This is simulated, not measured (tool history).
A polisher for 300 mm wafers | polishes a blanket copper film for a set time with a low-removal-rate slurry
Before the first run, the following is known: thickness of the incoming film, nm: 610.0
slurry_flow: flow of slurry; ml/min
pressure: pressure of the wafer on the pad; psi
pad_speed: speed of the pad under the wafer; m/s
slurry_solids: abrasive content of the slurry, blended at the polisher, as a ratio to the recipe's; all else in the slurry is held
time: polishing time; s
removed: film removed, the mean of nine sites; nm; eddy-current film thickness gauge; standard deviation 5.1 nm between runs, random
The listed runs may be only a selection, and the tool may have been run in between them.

{"run": 1, "hour": 0.0, "slurry_flow": 210, "pressure": 2.9, "pad_speed": 1.04, "slurry_solids": 1, "time": 101, "removed": 316.97}
{"run": 2, "hour": 8.1, "slurry_flow": 210, "pressure": 3.6, "pad_speed": 1.04, "slurry_solids": 1, "time": 101, "removed": 401.88}
{"run": 3, "hour": 9.3, "slurry_flow": 210, "pressure": 3.6, "pad_speed": 1.26, "slurry_solids": 1, "time": 101, "removed": 479.17}
{"run": 4, "hour": 10.9, "slurry_flow": 210, "pressure": 3.3, "pad_speed": 1.26, "slurry_solids": 1, "time": 101, "removed": 439.96}
{"run": 5, "hour": 16.2, "slurry_flow": 210, "pressure": 3.4, "pad_speed": 1.26, "slurry_solids": 1, "time": 101, "removed": 440.54}
{"run": 6, "hour": 21.9, "slurry_flow": 210, "pressure": 3.5, "pad_speed": 1.26, "slurry_solids": 1, "time": 101, "removed": 459.91}

Forecast run 7:
{"run": 7, "hour": 25.6, "slurry_flow": 210, "pressure": 3.6, "pad_speed": 1.26, "slurry_solids": 1, "time": 101, "removed": "?"}

removed: 466.98 nm

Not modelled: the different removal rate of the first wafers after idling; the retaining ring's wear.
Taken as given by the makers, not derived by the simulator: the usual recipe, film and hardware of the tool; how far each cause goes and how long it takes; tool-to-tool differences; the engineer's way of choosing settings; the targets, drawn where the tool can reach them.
